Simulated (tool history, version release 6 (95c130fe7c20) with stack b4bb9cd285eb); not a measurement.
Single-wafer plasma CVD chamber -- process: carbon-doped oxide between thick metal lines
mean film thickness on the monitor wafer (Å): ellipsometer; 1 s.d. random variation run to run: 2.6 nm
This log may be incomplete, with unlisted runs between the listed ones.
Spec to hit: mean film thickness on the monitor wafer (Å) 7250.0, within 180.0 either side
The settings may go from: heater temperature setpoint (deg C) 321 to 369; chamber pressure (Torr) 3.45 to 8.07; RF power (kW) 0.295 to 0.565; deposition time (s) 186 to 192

run,hour,heater temperature setpoint (deg C),chamber pressure (Torr),RF power (kW),deposition time (s),mean film thickness on the monitor wafer (Å)
1,0.0,345,5.76,0.430,186,9054.9
2,8.9,346,5.63,0.415,186,8776.8
3,12.5,346,5.63,0.375,186,8197.9
4,18.2,346,5.63,0.375,192,8423.5
5,20.4,347,5.53,0.365,192,8228.6
6,23.7,356,5.53,0.365,192,8050.8
7,26.6,356,5.45,0.360,192,7965.2
8,27.7,359,4.89,0.310,191,6912.9
9,34.6,359,4.97,0.310,191,6928.5
10,36.3,359,5.04,0.310,191,6918.9
11,45.4,359,5.11,0.310,191,7007.5
12,50.0,359,5.17,0.310,191,6950.7

Which one of the following 5 next-run settings gets every result inside its allowed miss? There is exactly one.
A,54.6,354,3.94,0.325,186,?
B,54.6,368,5.30,0.330,192,?
C,54.6,357,4.92,0.315,186,?
D,54.6,359,5.35,0.300,192,?
E,54.6,354,4.20,0.325,186,?

move,mean film thickness on the monitor wafer (Å)
A,6949.4
B,7250.7
C,6880.0
D,6855.3
E,6989.3
A: neither nearer nor further off than the last run
B: all results in spec
C: the biggest miss grows against the last run
D: the biggest miss grows against the last run
E: better than the last run, though not everything is in spec
Correct choice: B, which meets every target

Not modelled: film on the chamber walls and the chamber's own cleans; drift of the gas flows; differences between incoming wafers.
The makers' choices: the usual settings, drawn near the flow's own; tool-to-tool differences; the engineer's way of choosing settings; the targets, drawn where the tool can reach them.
